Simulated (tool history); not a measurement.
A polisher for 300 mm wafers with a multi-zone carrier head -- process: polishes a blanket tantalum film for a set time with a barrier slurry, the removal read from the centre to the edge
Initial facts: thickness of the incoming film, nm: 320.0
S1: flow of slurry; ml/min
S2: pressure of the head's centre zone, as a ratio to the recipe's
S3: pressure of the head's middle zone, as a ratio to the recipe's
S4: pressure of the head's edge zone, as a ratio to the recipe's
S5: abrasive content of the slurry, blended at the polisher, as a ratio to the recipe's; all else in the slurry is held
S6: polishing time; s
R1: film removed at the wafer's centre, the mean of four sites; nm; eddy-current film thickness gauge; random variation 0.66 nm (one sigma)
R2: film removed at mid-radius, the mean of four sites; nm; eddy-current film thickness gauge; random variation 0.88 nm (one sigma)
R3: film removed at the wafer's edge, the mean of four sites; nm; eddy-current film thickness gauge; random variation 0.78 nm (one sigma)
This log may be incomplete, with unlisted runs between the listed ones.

Run 1, day 0: S1 175 ml/min, S2 1, S3 1, S4 1, S5 1, S6 63 s. Result: R1 106.55 nm, R2 108.1 nm, R3 103.72 nm.
Run 2, day 0.029: S1 150 ml/min, S2 1, S3 1, S4 1, S5 1, S6 63 s. Result: R1 104.25 nm, R2 104.83 nm, R3 102.25 nm.
Run 3, day 0.4: S1 150 ml/min, S2 0.99, S3 1, S4 0.99, S5 0.95, S6 61 s. Result: R1 97.022 nm, R2 100.34 nm, R3 100.54 nm.
Run 4, day 0.667: S1 150 ml/min, S2 0.99, S3 1, S4 1.05, S5 0.95, S6 61 s. Result: R1 98.6 nm, R2 100.19 nm, R3 100.87 nm.
Run 5, day 0.983: S1 150 ml/min, S2 0.99, S3 1, S4 1.05, S5 0.95, S6 68 s. Result: R1 111.06 nm, R2 112.16 nm, R3 113.77 nm.
Run 6, day 1.008: S1 155 ml/min, S2 0.99, S3 1.01, S4 1.04, S5 0.9, S6 64 s. Result: R1 103.58 nm, R2 108.27 nm, R3 105.96 nm.
Run 7, day 1.379: S1 160 ml/min, S2 0.99, S3 1.01, S4 1.03, S5 0.85, S6 60 s. Result: R1 97.314 nm, R2 98.231 nm, R3 96.548 nm.
Run 8, day 1.704: S1 165 ml/min, S2 0.98, S3 1.01, S4 1.02, S5 0.8, S6 57 s. Result: R1 89.351 nm, R2 95.76 nm, R3 91.397 nm.

What will run 9 give?
Run 9, day 1.833: S1 170 ml/min, S2 0.98, S3 1, S4 1.02, S5 0.75, S6 55 s. Result: R1 ?, R2 ?, R3 ?.

Run 9 came out at R1 87.349 nm, R2 90.153 nm, R3 87.518 nm.
